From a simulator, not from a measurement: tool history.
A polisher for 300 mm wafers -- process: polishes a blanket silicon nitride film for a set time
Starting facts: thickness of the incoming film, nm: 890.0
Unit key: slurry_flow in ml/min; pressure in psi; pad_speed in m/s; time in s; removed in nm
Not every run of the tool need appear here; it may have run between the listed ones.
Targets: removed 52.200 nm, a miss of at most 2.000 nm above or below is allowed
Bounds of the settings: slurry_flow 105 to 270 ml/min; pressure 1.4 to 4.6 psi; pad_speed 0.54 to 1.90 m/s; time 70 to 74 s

run    day  slurry_flow  pressure  pad_speed  time  removed
  1  0.000          175       3.0       1.22    70  124.710
  2  0.158          175       3.0       1.04    70  111.260
  3  0.179          175       3.0       0.74    70   85.262
  4  0.417          145       3.0       0.74    70   83.804
  5  0.617          145       2.7       0.74    70   75.708
  6  0.938          145       2.7       0.54    70   60.712
  7  0.971          145       2.6       0.54    70   57.685
  8  1.217          145       2.5       0.54    70   57.792
  9  1.383          145       2.4       0.54    70   54.967

Exactly one of the 4 candidate moves below puts every result within its allowed miss. Which one?
  A  1.550          140       2.0       0.54    70        ?
  B  1.550          180       2.1       0.54    70        ?
  C  1.550          145       2.3       0.60    71        ?
  D  1.550          145       1.7       0.58    70        ?

move  removed
   A   49.416
   B   52.269
   C   59.615
   D   47.849
A: carries the result that was furthest off beyond its target, to the other side
B: each result inside its tolerance
C: its largest miss is bigger than the last run's
D: carries the result that was furthest off beyond its target, to the other side
So the answer is move B, the one that meets all the targets.

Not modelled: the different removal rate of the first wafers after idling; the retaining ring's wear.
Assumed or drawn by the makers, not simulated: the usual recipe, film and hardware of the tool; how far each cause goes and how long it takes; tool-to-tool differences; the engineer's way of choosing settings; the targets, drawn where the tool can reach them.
